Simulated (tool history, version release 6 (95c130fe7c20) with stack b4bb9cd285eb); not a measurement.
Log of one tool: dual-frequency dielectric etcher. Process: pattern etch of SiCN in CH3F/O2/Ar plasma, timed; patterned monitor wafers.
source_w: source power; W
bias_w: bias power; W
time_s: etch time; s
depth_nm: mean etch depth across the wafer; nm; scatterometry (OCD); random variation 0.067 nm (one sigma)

run	hour	source_w	bias_w	time_s	depth_nm
1	0.0	350	66	54.5	16.635
2	2.3	330	65	54.5	16.500
3	8.9	310	62	54.5	15.790
4	10.9	310	62	57.0	16.386
5	12.0	310	62	57.0	16.505
6	16.2	300	61	57.0	16.130
7	17.3	290	60	57.0	15.828
8	18.3	290	60	57.0	15.848
9	20.7	280	59	57.0	15.458
10	26.5	270	59	57.0	15.243
11	28.6	260	59	57.0	15.209
12	34.5	250	59	57.0	14.997
13	36.1	240	59	57.0	15.026

The next listed run, before its measurement:
14	38.0	240	58	57.0	?

Run 14 gave depth_nm 14.673 nm.
